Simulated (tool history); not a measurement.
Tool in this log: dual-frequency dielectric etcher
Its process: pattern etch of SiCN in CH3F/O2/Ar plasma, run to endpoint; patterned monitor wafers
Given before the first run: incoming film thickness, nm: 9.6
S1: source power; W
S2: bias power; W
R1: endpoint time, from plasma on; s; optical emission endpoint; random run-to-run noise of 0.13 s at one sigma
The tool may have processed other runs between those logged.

Run 1, hour 0: S1 430 W, S2 77 W. Result: R1 23.541 s.
Run 2, hour 4.6: S1 450 W, S2 79 W. Result: R1 23.291 s.
Run 3, hour 13.3: S1 410 W, S2 79 W. Result: R1 23.736 s.
Run 4, hour 17.6: S1 360 W, S2 79 W. Result: R1 24.8 s.
Run 5, hour 21.6: S1 320 W, S2 79 W. Result: R1 25.629 s.
Run 6, hour 29.2: S1 370 W, S2 83 W. Result: R1 23.84 s.
Run 7, hour 33: S1 400 W, S2 85 W. Result: R1 23.651 s.

The next listed run, before its measurement:
Run 8, hour 39.3: S1 430 W, S2 88 W. Result: R1 ?.

R1: 22.367 s
